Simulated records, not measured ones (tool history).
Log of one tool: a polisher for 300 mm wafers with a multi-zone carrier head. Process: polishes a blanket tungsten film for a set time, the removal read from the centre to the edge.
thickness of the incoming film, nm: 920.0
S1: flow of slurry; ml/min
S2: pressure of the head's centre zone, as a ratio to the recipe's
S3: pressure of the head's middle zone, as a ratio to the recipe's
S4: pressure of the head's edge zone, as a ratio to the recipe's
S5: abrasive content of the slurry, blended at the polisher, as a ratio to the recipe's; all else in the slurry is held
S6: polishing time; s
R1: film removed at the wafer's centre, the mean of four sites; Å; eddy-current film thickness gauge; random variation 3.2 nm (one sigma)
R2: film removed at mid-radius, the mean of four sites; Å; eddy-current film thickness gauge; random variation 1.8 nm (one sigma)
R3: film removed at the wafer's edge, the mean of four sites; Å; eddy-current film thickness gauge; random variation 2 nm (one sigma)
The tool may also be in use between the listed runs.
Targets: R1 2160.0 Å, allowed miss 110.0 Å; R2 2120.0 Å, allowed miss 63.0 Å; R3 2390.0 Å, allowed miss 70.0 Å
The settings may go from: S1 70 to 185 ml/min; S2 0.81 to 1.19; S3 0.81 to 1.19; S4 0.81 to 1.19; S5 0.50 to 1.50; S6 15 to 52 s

{"run": 1, "hour": 0.0, "S1": 120, "S2": 1.0, "S3": 1.0, "S4": 1.0, "S5": 1.0, "S6": 33, "R1": 1593.6, "R2": 1611.3, "R3": 1645.8}
{"run": 2, "hour": 3.8, "S1": 125, "S2": 1.0, "S3": 1.0, "S4": 1.02, "S5": 1.05, "S6": 34, "R1": 1693.7, "R2": 1667.6, "R3": 1780.2}
{"run": 3, "hour": 9.6, "S1": 125, "S2": 1.0, "S3": 1.0, "S4": 1.08, "S5": 1.05, "S6": 34, "R1": 1696.4, "R2": 1684.0, "R3": 1789.7}
{"run": 4, "hour": 17.3, "S1": 130, "S2": 1.0, "S3": 1.0, "S4": 1.09, "S5": 1.1, "S6": 34, "R1": 1737.4, "R2": 1725.8, "R3": 1844.0}
{"run": 5, "hour": 25.3, "S1": 135, "S2": 1.0, "S3": 1.0, "S4": 1.1, "S5": 1.15, "S6": 34, "R1": 1776.9, "R2": 1788.0, "R3": 1939.3}
{"run": 6, "hour": 33.9, "S1": 135, "S2": 0.97, "S3": 1.0, "S4": 1.1, "S5": 1.15, "S6": 34, "R1": 1719.6, "R2": 1759.3, "R3": 1897.0}
{"run": 7, "hour": 41.8, "S1": 140, "S2": 0.98, "S3": 1.0, "S4": 1.11, "S5": 1.2, "S6": 34, "R1": 1802.4, "R2": 1799.3, "R3": 1962.8}
{"run": 8, "hour": 42.4, "S1": 145, "S2": 0.98, "S3": 1.0, "S4": 1.12, "S5": 1.25, "S6": 34, "R1": 1866.6, "R2": 1846.6, "R3": 2019.9}
{"run": 9, "hour": 47.4, "S1": 170, "S2": 0.96, "S3": 0.99, "S4": 1.19, "S5": 1.5, "S6": 35, "R1": 2009.0, "R2": 2043.2, "R3": 2322.6}
{"hour": 52.1, "done": "edge zone pressure recalibrated"}
{"run": 10, "hour": 52.1, "S1": 175, "S2": 0.98, "S3": 0.99, "S4": 1.19, "S5": 1.5, "S6": 35, "R1": 2067.1, "R2": 2079.9, "R3": 2224.6}
{"run": 11, "hour": 53.1, "S1": 175, "S2": 0.98, "S3": 0.98, "S4": 1.19, "S5": 1.5, "S6": 35, "R1": 2000.3, "R2": 2041.1, "R3": 2195.0}
{"run": 12, "hour": 59.6, "S1": 170, "S2": 0.99, "S3": 0.99, "S4": 1.19, "S5": 1.5, "S6": 35, "R1": 2046.8, "R2": 2043.5, "R3": 2184.7}
{"run": 13, "hour": 62.0, "S1": 170, "S2": 0.99, "S3": 0.99, "S4": 1.19, "S5": 1.5, "S6": 35, "R1": 2072.7, "R2": 2041.2, "R3": 2178.6}
{"run": 14, "hour": 65.4, "S1": 170, "S2": 0.99, "S3": 0.99, "S4": 1.19, "S5": 1.5, "S6": 35, "R1": 2127.3, "R2": 2070.3, "R3": 2206.3}
{"run": 15, "hour": 70.0, "S1": 165, "S2": 0.99, "S3": 0.99, "S4": 1.19, "S5": 1.5, "S6": 35, "R1": 2072.9, "R2": 2080.0, "R3": 2194.5}

5 next moves are on the table. One of them brings every result within its allowed miss. Which?
{"run": "A", "hour": 74.6, "S1": 150, "S2": 1.03, "S3": 1.13, "S4": 1.18, "S5": 1.5, "S6": 32, "R1": "?", "R2": "?", "R3": "?"}
{"run": "B", "hour": 74.6, "S1": 175, "S2": 0.94, "S3": 0.92, "S4": 1.19, "S5": 1.5, "S6": 38, "R1": "?", "R2": "?", "R3": "?"}
{"run": "C", "hour": 74.6, "S1": 185, "S2": 0.85, "S3": 0.88, "S4": 1.11, "S5": 1.3, "S6": 39, "R1": "?", "R2": "?", "R3": "?"}
{"run": "D", "hour": 74.6, "S1": 160, "S2": 1.14, "S3": 1.13, "S4": 1.17, "S5": 1.5, "S6": 30, "R1": "?", "R2": "?", "R3": "?"}
{"run": "E", "hour": 74.6, "S1": 175, "S2": 1.01, "S3": 0.96, "S4": 1.14, "S5": 1.5, "S6": 34, "R1": "?", "R2": "?", "R3": "?"}

move=A R1=1884.7 R2=2072.2 R3=1973.1
move=B R1=2104.3 R2=2128.4 R3=2409.4
move=C R1=1886.5 R2=2035.0 R3=2300.1
move=D R1=1984.8 R2=1966.1 R3=1858.3
move=E R1=2024.7 R2=1972.7 R3=2107.1
A: further off than the last run
B: meets every target
C: nearer than the last run, and not there yet
D: further off than the last run
E: further off than the last run
Answer: B
